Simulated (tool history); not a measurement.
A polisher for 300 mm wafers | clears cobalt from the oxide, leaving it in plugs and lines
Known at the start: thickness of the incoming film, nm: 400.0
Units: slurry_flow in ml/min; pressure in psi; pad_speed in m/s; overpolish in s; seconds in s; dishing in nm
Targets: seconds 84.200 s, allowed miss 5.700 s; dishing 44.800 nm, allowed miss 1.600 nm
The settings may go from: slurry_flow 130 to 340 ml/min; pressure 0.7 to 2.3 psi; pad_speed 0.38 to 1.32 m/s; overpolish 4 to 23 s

Run 1, hour 0.0: slurry_flow 220 ml/min, pressure 1.5 psi, pad_speed 0.84 m/s, overpolish 12 s. Result: seconds 130.630 s, dishing 26.317 nm.
Run 2, hour 8.1: slurry_flow 220 ml/min, pressure 1.2 psi, pad_speed 0.84 m/s, overpolish 12 s. Result: seconds 149.750 s, dishing 23.925 nm.
Run 3, hour 14.3: slurry_flow 220 ml/min, pressure 1.4 psi, pad_speed 0.90 m/s, overpolish 13 s. Result: seconds 129.810 s, dishing 28.467 nm.
Run 4, hour 22.4: slurry_flow 220 ml/min, pressure 1.6 psi, pad_speed 0.90 m/s, overpolish 13 s. Result: seconds 120.110 s, dishing 29.723 nm.
Run 5, hour 24.9: slurry_flow 220 ml/min, pressure 1.7 psi, pad_speed 0.96 m/s, overpolish 14 s. Result: seconds 106.060 s, dishing 33.895 nm.
Run 6, hour 26.7: slurry_flow 220 ml/min, pressure 1.5 psi, pad_speed 0.96 m/s, overpolish 14 s. Result: seconds 118.670 s, dishing 32.004 nm.
Run 7, hour 32.9: slurry_flow 220 ml/min, pressure 1.7 psi, pad_speed 0.98 m/s, overpolish 15 s. Result: seconds 108.580 s, dishing 36.188 nm.
Run 8, hour 38.7: slurry_flow 220 ml/min, pressure 1.9 psi, pad_speed 1.00 m/s, overpolish 15 s. Result: seconds 98.284 s, dishing 38.020 nm.
Run 9, hour 41.7: slurry_flow 220 ml/min, pressure 2.0 psi, pad_speed 1.02 m/s, overpolish 15 s. Result: seconds 92.323 s, dishing 38.770 nm.
Run 10, hour 43.8: slurry_flow 220 ml/min, pressure 2.0 psi, pad_speed 1.04 m/s, overpolish 15 s. Result: seconds 88.148 s, dishing 39.639 nm.
Run 11, hour 50.9: slurry_flow 220 ml/min, pressure 2.0 psi, pad_speed 1.06 m/s, overpolish 16 s. Result: seconds 88.863 s, dishing 40.812 nm.

4 next moves are on the table. One of them brings every result within its allowed miss. Which?
Run A, hour 58.0: slurry_flow 250 ml/min, pressure 1.7 psi, pad_speed 1.24 m/s, overpolish 21 s. Result: seconds ?, dishing ?.
Run B, hour 58.0: slurry_flow 250 ml/min, pressure 2.0 psi, pad_speed 1.12 m/s, overpolish 18 s. Result: seconds ?, dishing ?.
Run C, hour 58.0: slurry_flow 215 ml/min, pressure 1.9 psi, pad_speed 0.96 m/s, overpolish 21 s. Result: seconds ?, dishing ?.
Run D, hour 58.0: slurry_flow 255 ml/min, pressure 2.2 psi, pad_speed 0.86 m/s, overpolish 21 s. Result: seconds ?, dishing ?.

move  seconds  dishing
   A   83.168   48.496
   B   82.495   45.573
   C  100.730   44.696
   D   99.720   44.911
A: takes the result that was furthest off past its target
B: meets every target
C: brings the result that was furthest off to its target, and leaves another outside
D: brings the result that was furthest off to its target, and leaves another outside
Answer: B
